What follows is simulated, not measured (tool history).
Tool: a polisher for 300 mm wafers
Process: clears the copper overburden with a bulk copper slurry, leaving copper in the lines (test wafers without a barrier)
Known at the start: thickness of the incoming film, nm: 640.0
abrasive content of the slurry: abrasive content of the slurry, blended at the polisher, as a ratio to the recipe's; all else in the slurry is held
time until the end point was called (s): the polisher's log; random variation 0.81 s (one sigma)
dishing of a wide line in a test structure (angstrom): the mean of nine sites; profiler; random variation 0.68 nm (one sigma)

| run | hour | flow of slurry (ml/min) | pressure of the wafer on the pad (psi) | speed of the pad under the wafer (m/s) | abrasive content of the slurry | overpolish time after the end point (s) | time until the end point was called (s) | dishing of a wide line in a test structure (angstrom) |
|---|---|---|---|---|---|---|---|---|
| 1 | 0 | 190 | 2.8 | 0.92 | 1 | 25 | 81.288 | 451.53 |
| 2 | 1.4 | 190 | 3.3 | 0.92 | 1 | 25 | 72.387 | 455.97 |
| 3 | 8.8 | 235 | 3.3 | 0.92 | 1 | 25 | 67.751 | 468.03 |
| 4 | 17.3 | 235 | 3.3 | 0.72 | 1 | 25 | 86.002 | 463.24 |
| 5 | 20.8 | 235 | 3.3 | 0.72 | 0.85 | 25 | 90.092 | 448.96 |
| 6 | 22.5 | 235 | 3.3 | 0.84 | 0.85 | 25 | 74.783 | 454.83 |
| 7 | 29.1 | 235 | 3.5 | 0.86 | 0.85 | 25 | 70.4 | 481.98 |
| 8 | 34.8 | 235 | 3.6 | 0.9 | 0.85 | 22 | 63.778 | 454.91 |
| 9 | 36.3 | 235 | 3.7 | 0.9 | 0.85 | 22 | 64.884 | 470.05 |
| 10 | 41.6 | 235 | 3.8 | 0.92 | 0.85 | 21 | 60.442 | 468.47 |
| 11 | 46 | 235 | 3.9 | 0.94 | 0.85 | 21 | 58.022 | 460.38 |
| 12 | 51.6 | 235 | 4 | 0.96 | 0.85 | 22 | 55.448 | 479.22 |
| 13 | 59.4 | 235 | 4.1 | 0.96 | 0.85 | 22 | 54.269 | 483.22 |
| 14 | 66 | 235 | 4.2 | 0.98 | 0.85 | 22 | 52 | 470.67 |

The next listed run, before its measurement:
| 15 | 69 | 240 | 4.2 | 0.98 | 0.85 | 23 | ? | ? |

time until the end point was called (s): 52.105
dishing of a wide line in a test structure (angstrom): 496.05
